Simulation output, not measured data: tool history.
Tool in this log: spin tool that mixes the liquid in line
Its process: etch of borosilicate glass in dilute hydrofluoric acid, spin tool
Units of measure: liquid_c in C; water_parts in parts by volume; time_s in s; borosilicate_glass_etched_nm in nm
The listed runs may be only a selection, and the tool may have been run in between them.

| run | hour | liquid_c | water_parts | time_s | borosilicate_glass_etched_nm |
|---|---|---|---|---|---|
| 1 | 0.0 | 21.0 | 75 | 50 | 20.946 |
| 2 | 8.1 | 22.0 | 70 | 50 | 23.610 |
| 3 | 13.7 | 22.0 | 70 | 50 | 23.690 |
| 4 | 16.7 | 22.0 | 70 | 55 | 26.021 |
| 5 | 22.5 | 22.0 | 70 | 55 | 26.067 |
| 6 | 31.3 | 22.0 | 70 | 50 | 23.741 |
| 7 | 35.3 | 22.5 | 65 | 50 | 26.189 |
| 8 | 39.2 | 23.0 | 65 | 50 | 26.560 |
| 9 | 44.7 | 23.5 | 65 | 50 | 27.319 |
| 10 | 52.7 | 24.0 | 65 | 50 | 27.745 |

Forecast run 11:
| 11 | 60.1 | 24.5 | 65 | 50 | ? |

borosilicate_glass_etched_nm: 28.429 nm

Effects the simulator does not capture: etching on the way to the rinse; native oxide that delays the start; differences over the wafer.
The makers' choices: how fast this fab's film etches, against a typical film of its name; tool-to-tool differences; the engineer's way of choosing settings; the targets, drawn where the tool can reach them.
